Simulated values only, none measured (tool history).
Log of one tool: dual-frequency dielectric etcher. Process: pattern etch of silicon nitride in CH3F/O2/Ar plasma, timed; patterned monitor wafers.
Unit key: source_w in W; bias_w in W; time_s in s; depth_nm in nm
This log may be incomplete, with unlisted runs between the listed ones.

Run 1, hour 0: source_w 290 W, bias_w 64 W, time_s 78 s. Result: depth_nm 45.606 nm.
Run 2, hour 8.7: source_w 290 W, bias_w 64 W, time_s 78 s. Result: depth_nm 45.611 nm.
Run 3, hour 13: source_w 300 W, bias_w 65 W, time_s 78 s. Result: depth_nm 46.324 nm.
Run 4, hour 21.4: source_w 270 W, bias_w 65 W, time_s 78 s. Result: depth_nm 44.457 nm.
Run 5, hour 23.4: source_w 280 W, bias_w 66 W, time_s 78 s. Result: depth_nm 45.485 nm.
Run 6, hour 32.1: source_w 260 W, bias_w 66 W, time_s 78 s. Result: depth_nm 44.404 nm.
Run 7, hour 38.7: source_w 270 W, bias_w 67 W, time_s 78 s. Result: depth_nm 45.118 nm.
Run 8, hour 46.8: source_w 280 W, bias_w 68 W, time_s 78 s. Result: depth_nm 46.107 nm.
Run 9, hour 52.8: source_w 290 W, bias_w 69 W, time_s 78 s. Result: depth_nm 47.1 nm.
Run 10, hour 57.4: source_w 300 W, bias_w 70 W, time_s 78 s. Result: depth_nm 47.498 nm.
Run 11, hour 62.8: source_w 310 W, bias_w 71 W, time_s 78 s. Result: depth_nm 48.078 nm.

What will run 12 give?
Run 12, hour 70.6: source_w 320 W, bias_w 72 W, time_s 78 s. Result: depth_nm ?.

{"run 12": {"depth_nm": 49.51}}

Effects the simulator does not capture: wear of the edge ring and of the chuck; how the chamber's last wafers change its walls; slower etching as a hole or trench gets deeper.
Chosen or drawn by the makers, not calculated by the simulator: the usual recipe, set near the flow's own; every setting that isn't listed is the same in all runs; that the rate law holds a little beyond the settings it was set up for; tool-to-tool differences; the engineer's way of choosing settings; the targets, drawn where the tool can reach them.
